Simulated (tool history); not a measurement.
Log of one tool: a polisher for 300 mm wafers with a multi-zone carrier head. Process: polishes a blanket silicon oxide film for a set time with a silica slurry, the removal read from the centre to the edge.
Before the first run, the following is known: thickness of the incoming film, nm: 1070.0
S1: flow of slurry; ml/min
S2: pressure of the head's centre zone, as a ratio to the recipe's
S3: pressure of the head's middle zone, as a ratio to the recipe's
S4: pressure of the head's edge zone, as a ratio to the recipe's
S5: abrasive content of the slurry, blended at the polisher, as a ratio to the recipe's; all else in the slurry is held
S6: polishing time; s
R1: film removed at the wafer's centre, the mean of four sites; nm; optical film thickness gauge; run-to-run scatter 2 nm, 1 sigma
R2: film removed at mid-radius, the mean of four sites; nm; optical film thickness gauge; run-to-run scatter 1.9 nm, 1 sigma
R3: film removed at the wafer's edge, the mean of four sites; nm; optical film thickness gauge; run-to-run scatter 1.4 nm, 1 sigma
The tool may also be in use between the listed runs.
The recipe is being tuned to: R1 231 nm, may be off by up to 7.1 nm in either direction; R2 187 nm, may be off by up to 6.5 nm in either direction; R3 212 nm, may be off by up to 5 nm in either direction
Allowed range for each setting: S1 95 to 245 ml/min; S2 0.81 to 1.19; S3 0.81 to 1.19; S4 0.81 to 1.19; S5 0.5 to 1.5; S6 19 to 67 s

Run 1, hour 0: S1 155 ml/min, S2 1, S3 1, S4 1, S5 1, S6 43 s. Result: R1 111.18 nm, R2 119.77 nm, R3 115.87 nm.
Run 2, hour 4.9: S1 175 ml/min, S2 1.06, S3 0.97, S4 1.06, S5 1.15, S6 46 s. Result: R1 135.14 nm, R2 133.63 nm, R3 136.25 nm.
Run 3, hour 12.7: S1 185 ml/min, S2 1.1, S3 0.94, S4 1.09, S5 1.25, S6 50 s. Result: R1 162.69 nm, R2 148.67 nm, R3 155.34 nm.
Run 4, hour 16.2: S1 190 ml/min, S2 1.12, S3 0.92, S4 1.12, S5 1.35, S6 53 s. Result: R1 176.69 nm, R2 155.17 nm, R3 170.84 nm.
Run 5, hour 20.6: S1 190 ml/min, S2 1.16, S3 0.92, S4 1.12, S5 1.35, S6 53 s. Result: R1 183.68 nm, R2 159.78 nm, R3 168.78 nm.
Run 6, hour 22.6: S1 200 ml/min, S2 1.17, S3 0.91, S4 1.14, S5 1.4, S6 55 s. Result: R1 200.73 nm, R2 166.61 nm, R3 181.42 nm.
Run 7, hour 23.2: S1 215 ml/min, S2 1.16, S3 0.91, S4 1.19, S5 1.5, S6 60 s. Result: R1 220.02 nm, R2 188.53 nm, R3 206.93 nm.
Run 8, hour 31.7: S1 215 ml/min, S2 1.17, S3 0.9, S4 1.19, S5 1.5, S6 60 s. Result: R1 222.98 nm, R2 189.51 nm, R3 208.49 nm.

4 candidate next runs follow, results not yet known. Just one meets every target within its allowed miss. Identify it.
Run A, hour 40.2: S1 215 ml/min, S2 1.12, S3 0.93, S4 1.19, S5 1.45, S6 62 s. Result: R1 ?, R2 ?, R3 ?.
Run B, hour 40.2: S1 200 ml/min, S2 1.08, S3 0.93, S4 1.17, S5 1.5, S6 62 s. Result: R1 ?, R2 ?, R3 ?.
Run C, hour 40.2: S1 230 ml/min, S2 1.14, S3 0.92, S4 1.17, S5 1.5, S6 60 s. Result: R1 ?, R2 ?, R3 ?.
Run D, hour 40.2: S1 215 ml/min, S2 1.17, S3 0.85, S4 1.15, S5 1.5, S6 62 s. Result: R1 ?, R2 ?, R3 ?.

move      R1      R2      R3
   A  217.48  193.89  211.17
   B  209.58  193.95  209.89
   C  218.64  189.98  206.14
   D  229.38  184.58  209.84
A: further off than the last run
B: further off than the last run
C: further off than the last run
D: in spec on every target
Move D is the one to make.
